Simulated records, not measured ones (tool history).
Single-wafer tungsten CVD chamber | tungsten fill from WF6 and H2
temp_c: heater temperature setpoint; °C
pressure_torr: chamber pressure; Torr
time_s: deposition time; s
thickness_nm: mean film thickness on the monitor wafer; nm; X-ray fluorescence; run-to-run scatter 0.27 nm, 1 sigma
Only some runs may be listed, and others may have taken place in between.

| run | hour | temp_c | pressure_torr | time_s | thickness_nm |
|---|---|---|---|---|---|
| 1 | 0.0 | 390 | 35.4 | 19.1 | 49.056 |
| 2 | 1.0 | 392 | 35.5 | 19.1 | 50.651 |
| 3 | 9.7 | 394 | 35.6 | 19.1 | 52.945 |
| 4 | 16.1 | 394 | 32.5 | 19.1 | 49.563 |
| 5 | 17.3 | 404 | 32.5 | 19.1 | 58.318 |
| 6 | 25.7 | 405 | 32.6 | 19.1 | 59.435 |
| 7 | 27.2 | 406 | 32.7 | 19.1 | 60.838 |
| 8 | 28.7 | 407 | 32.8 | 19.1 | 61.347 |
| 9 | 34.2 | 408 | 32.9 | 19.1 | 62.514 |
| 10 | 41.7 | 409 | 33.0 | 19.1 | 63.694 |

Run 11 comes next. What will it give?
| 11 | 46.5 | 410 | 33.1 | 19.1 | ? |

Run 11 produced thickness_nm 65.289 nm.

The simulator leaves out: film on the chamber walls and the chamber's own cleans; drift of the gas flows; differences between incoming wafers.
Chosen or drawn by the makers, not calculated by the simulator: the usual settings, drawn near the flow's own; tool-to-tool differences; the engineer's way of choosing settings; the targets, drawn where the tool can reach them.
